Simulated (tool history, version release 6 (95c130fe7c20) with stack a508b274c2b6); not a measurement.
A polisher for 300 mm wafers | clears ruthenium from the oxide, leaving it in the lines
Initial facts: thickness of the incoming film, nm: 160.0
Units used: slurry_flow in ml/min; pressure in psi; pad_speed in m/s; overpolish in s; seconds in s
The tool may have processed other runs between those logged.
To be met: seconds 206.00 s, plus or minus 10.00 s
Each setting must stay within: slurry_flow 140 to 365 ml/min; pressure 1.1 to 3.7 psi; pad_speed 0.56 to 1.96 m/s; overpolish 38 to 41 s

run	hour	slurry_flow	pressure	pad_speed	overpolish	seconds
1	0.0	235	2.4	1.26	38	102.60
2	7.0	235	2.1	1.20	38	119.87
3	13.0	235	2.4	1.20	38	109.98
4	18.3	235	2.1	1.20	38	122.47
5	23.6	235	1.8	1.16	38	141.18
6	25.6	235	1.6	1.12	38	158.67
7	31.5	235	1.5	1.10	38	172.23
8	39.5	235	1.4	1.10	38	181.90
9	48.4	235	1.3	1.10	38	194.07

Of the 4 settings listed for the next run, only one would bring every result within its allowed miss of target. Which one?
A	57.3	265	1.4	0.90	38	?
B	57.3	245	1.3	1.22	38	?
C	57.3	180	1.9	0.88	41	?
D	57.3	225	1.3	1.30	38	?

move	seconds
A	208.81
B	177.83
C	172.07
D	170.83
A: all results in spec
B: its largest miss is bigger than the last run's
C: its largest miss is bigger than the last run's
D: its largest miss is bigger than the last run's
A meets every target.

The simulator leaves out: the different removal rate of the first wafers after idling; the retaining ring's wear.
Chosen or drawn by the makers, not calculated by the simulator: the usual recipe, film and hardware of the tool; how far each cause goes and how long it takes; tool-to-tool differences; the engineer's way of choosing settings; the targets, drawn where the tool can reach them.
